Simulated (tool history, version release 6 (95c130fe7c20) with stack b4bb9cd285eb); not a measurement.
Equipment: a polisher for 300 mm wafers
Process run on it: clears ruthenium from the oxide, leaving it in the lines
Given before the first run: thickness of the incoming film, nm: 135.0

run	day	flow of slurry (ml/min)	pressure of the wafer on the pad (kPa)	speed of the pad under the wafer (cm/s)	overpolish time after the end point (s)	time until the end point was called (s)
1	0.000	245	15.2	84	39	118.03
2	0.204	245	15.2	70	39	139.08
3	0.438	275	15.2	70	39	138.75
4	0.567	275	15.2	88	39	109.96
5	0.783	275	11.7	88	39	142.09
6	0.817	275	11.0	88	39	150.44
7	0.896	275	10.3	88	39	158.25
8	0.992	275	9.7	88	39	171.33

Run 9 has not been measured yet. What should we expect?
9	1.204	270	9.7	88	39	?

time until the end point was called (s): 171.24

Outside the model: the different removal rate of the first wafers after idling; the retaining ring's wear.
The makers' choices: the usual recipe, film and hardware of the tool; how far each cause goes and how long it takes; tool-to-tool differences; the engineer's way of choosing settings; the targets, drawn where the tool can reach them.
